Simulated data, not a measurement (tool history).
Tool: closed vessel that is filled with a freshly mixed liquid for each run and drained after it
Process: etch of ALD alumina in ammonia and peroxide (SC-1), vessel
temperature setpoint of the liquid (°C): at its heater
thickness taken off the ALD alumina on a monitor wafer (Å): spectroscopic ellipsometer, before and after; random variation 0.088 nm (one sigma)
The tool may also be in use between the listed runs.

| run | hour | temperature setpoint of the liquid (°C) | parts of 29 % ammonia solution to one part of 30 % peroxide (parts by volume) | time in the liquid (s) | thickness taken off the ALD alumina on a monitor wafer (Å) |
|---|---|---|---|---|---|
| 1 | 0 | 47 | 0.7 | 450 | 221.12 |
| 2 | 2.1 | 44 | 0.6 | 450 | 183.32 |
| 3 | 4.8 | 44 | 0.6 | 450 | 180.94 |
| 4 | 10.7 | 48 | 0.6 | 450 | 231.33 |
| 5 | 13.2 | 48 | 0.8 | 450 | 235.62 |
| 6 | 17.4 | 48 | 0.9 | 450 | 240.24 |
| 7 | 21.9 | 45 | 0.8 | 450 | 199.59 |
| 8 | 23.2 | 43 | 0.7 | 450 | 173.32 |

The next listed run, before its measurement:
| 9 | 23.9 | 43 | 0.7 | 450 | ? |

Run 9 gave thickness taken off the ALD alumina on a monitor wafer (Å) 176.01.
